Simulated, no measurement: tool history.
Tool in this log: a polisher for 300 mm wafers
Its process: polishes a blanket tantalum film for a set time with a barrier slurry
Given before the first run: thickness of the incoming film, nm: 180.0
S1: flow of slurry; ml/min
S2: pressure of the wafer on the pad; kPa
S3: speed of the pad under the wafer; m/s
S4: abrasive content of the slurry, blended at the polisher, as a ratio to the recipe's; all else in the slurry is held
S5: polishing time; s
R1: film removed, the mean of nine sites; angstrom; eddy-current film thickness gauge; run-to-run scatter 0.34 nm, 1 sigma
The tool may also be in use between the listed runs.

run	day	S1	S2	S3	S4	S5	R1
1	0.000	295	9.7	1.16	1.0	27	383.63
2	0.233	335	9.7	1.16	1.0	27	391.43
3	0.575	335	11.0	1.16	1.0	27	414.05
4	0.604	335	9.7	1.12	1.0	27	369.40
5	0.638	335	9.7	0.84	1.0	27	286.64
# day 1.012: slurry blender recalibrated
6	1.012	335	9.7	0.94	1.0	27	344.42

Run 7, settings as shown, results not yet in. Your forecast:
7	1.329	330	9.0	0.92	1.0	27	?

R1: 323.92 angstrom
